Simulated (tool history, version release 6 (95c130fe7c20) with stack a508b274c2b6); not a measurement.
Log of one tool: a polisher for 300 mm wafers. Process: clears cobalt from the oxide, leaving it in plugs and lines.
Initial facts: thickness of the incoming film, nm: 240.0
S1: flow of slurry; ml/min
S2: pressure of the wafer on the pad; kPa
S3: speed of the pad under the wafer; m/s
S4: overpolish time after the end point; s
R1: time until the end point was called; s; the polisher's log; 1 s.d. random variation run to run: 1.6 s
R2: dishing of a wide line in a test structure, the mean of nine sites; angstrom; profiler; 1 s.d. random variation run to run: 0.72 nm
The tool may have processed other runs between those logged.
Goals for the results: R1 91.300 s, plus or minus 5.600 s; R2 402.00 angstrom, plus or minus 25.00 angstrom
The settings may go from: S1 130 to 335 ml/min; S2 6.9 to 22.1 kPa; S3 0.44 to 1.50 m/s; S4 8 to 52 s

run 1 day=0.000 | S1=215 S2=14.5 S3=0.96 S4=26 | R1=49.485 R2=432.04
run 2 day=0.288 | S1=215 S2=12.4 S3=0.96 S4=26 | R1=55.818 R2=419.10
run 3 day=0.383 | S1=240 S2=12.4 S3=0.96 S4=26 | R1=54.878 R2=417.82
run 4 day=0.642 | S1=240 S2=12.4 S3=1.04 S4=26 | R1=52.708 R2=438.47
run 5 day=0.733 | S1=240 S2=12.4 S3=0.96 S4=26 | R1=55.727 R2=425.05
run 6 day=0.796 | S1=240 S2=12.4 S3=0.96 S4=17 | R1=57.068 R2=360.88
run 7 day=0.950 | S1=240 S2=11.0 S3=0.90 S4=21 | R1=63.645 R2=372.45
run 8 day=1.229 | S1=240 S2=9.7 S3=0.84 S4=25 | R1=75.865 R2=359.20
run 9 day=1.583 | S1=240 S2=9.0 S3=0.84 S4=29 | R1=79.614 R2=403.04
run 10 day=1.746 | S1=240 S2=8.3 S3=0.84 S4=29 | R1=85.495 R2=379.03
run 11 day=1.967 | S1=240 S2=8.3 S3=0.84 S4=29 | R1=84.710 R2=385.94
run 12 day=2.050 | S1=240 S2=8.3 S3=0.84 S4=29 | R1=85.201 R2=371.74
run 13 day=2.312 | S1=240 S2=8.3 S3=0.84 S4=31 | R1=85.278 R2=395.14
run 14 day=2.592 | S1=240 S2=8.3 S3=0.84 S4=32 | R1=86.509 R2=389.65
run 15 day=2.967 | S1=240 S2=8.3 S3=0.84 S4=33 | R1=81.995 R2=394.05

Exercise: of the 4 proposed moves below, exactly one satisfies all targets within the stated allowed misses. Which move is it?
run A day=3.342 | S1=215 S2=11.0 S3=0.84 S4=24 | R1=? R2=?
run B day=3.342 | S1=245 S2=11.0 S3=0.64 S4=38 | R1=? R2=?
run C day=3.342 | S1=225 S2=9.0 S3=1.06 S4=27 | R1=? R2=?
run D day=3.342 | S1=245 S2=9.7 S3=0.92 S4=36 | R1=? R2=?

move=A R1=68.576 R2=386.45
move=B R1=87.611 R2=416.90
move=C R1=63.630 R2=411.90
move=D R1=68.391 R2=435.57
A: moves away from the targets compared with the last run
B: every result lands within tolerance
C: moves away from the targets compared with the last run
D: moves away from the targets compared with the last run
The right move is B.
